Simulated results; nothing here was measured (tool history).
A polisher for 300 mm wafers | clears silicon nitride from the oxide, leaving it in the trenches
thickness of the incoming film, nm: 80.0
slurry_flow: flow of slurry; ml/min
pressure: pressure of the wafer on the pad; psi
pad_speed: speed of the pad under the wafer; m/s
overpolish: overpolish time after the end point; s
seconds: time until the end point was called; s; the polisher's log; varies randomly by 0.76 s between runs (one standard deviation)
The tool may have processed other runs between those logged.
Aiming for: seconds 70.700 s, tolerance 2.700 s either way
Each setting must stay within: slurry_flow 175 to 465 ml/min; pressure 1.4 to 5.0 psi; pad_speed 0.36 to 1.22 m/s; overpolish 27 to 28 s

{"run": 1, "hour": 0.0, "slurry_flow": 295, "pressure": 3.2, "pad_speed": 0.78, "overpolish": 27, "seconds": 125.04}
{"run": 2, "hour": 7.0, "slurry_flow": 295, "pressure": 2.8, "pad_speed": 0.78, "overpolish": 27, "seconds": 140.3}
{"run": 3, "hour": 10.2, "slurry_flow": 295, "pressure": 2.0, "pad_speed": 0.78, "overpolish": 27, "seconds": 170.7}
{"run": 4, "hour": 12.8, "slurry_flow": 295, "pressure": 2.4, "pad_speed": 0.78, "overpolish": 27, "seconds": 151.2}
{"run": 5, "hour": 19.3, "slurry_flow": 250, "pressure": 2.4, "pad_speed": 0.78, "overpolish": 27, "seconds": 156.5}
{"run": 6, "hour": 21.6, "slurry_flow": 255, "pressure": 3.2, "pad_speed": 0.82, "overpolish": 27, "seconds": 123.03}
{"run": 7, "hour": 25.4, "slurry_flow": 270, "pressure": 3.8, "pad_speed": 0.84, "overpolish": 27, "seconds": 102.72}
{"run": 8, "hour": 27.9, "slurry_flow": 270, "pressure": 3.8, "pad_speed": 0.84, "overpolish": 27, "seconds": 101.83}
{"run": 9, "hour": 31.8, "slurry_flow": 280, "pressure": 4.2, "pad_speed": 0.86, "overpolish": 27, "seconds": 94.49}
{"run": 10, "hour": 36.8, "slurry_flow": 280, "pressure": 4.4, "pad_speed": 0.9, "overpolish": 27, "seconds": 86.282}
{"run": 11, "hour": 39.2, "slurry_flow": 280, "pressure": 5.0, "pad_speed": 0.94, "overpolish": 27, "seconds": 74.207}
{"run": 12, "hour": 39.9, "slurry_flow": 280, "pressure": 5.0, "pad_speed": 0.96, "overpolish": 27, "seconds": 73.956}

Exactly one of the 4 candidate moves below puts every result within its allowed miss. Which one?
{"run": "A", "hour": 40.6, "slurry_flow": 315, "pressure": 5.0, "pad_speed": 1.06, "overpolish": 28, "seconds": "?"}
{"run": "B", "hour": 40.6, "slurry_flow": 245, "pressure": 4.1, "pad_speed": 1.2, "overpolish": 28, "seconds": "?"}
{"run": "C", "hour": 40.6, "slurry_flow": 295, "pressure": 4.7, "pad_speed": 0.98, "overpolish": 27, "seconds": "?"}
{"run": "D", "hour": 40.6, "slurry_flow": 245, "pressure": 5.0, "pad_speed": 0.94, "overpolish": 28, "seconds": "?"}

move=A seconds=64.936
move=B seconds=69.917
move=C seconds=74.336
move=D seconds=76.074
A: takes the result that was furthest off past its target
B: all results in spec
C: its largest miss is bigger than the last run's
D: its largest miss is bigger than the last run's
B meets every target.
